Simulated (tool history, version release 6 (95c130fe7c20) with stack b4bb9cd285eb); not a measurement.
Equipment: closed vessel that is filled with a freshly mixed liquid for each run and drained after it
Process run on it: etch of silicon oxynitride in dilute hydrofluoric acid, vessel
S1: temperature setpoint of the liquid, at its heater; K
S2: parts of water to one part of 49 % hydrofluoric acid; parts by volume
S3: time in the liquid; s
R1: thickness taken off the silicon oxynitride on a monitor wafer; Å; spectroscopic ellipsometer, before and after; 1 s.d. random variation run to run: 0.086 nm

run	day	S1	S2	S3	R1
1	0.000	296.15	250	2700	216.94
2	0.150	295.15	270	2700	187.84
3	0.408	294.15	285	2700	172.43
4	0.579	294.15	205	2700	250.98
# day 0.733: hydrofluoric acid flow meter replaced
5	0.733	292.65	205	2700	205.38
6	0.867	292.65	205	2700	203.69
7	1.217	290.15	305	2700	116.19
8	1.588	290.15	310	2700	114.35
9	1.738	290.15	315	2700	111.08

Run 10 has not been measured yet. What should we expect?
10	1.971	290.15	320	2700	?

{"run 10": {"R1": 108.33}}

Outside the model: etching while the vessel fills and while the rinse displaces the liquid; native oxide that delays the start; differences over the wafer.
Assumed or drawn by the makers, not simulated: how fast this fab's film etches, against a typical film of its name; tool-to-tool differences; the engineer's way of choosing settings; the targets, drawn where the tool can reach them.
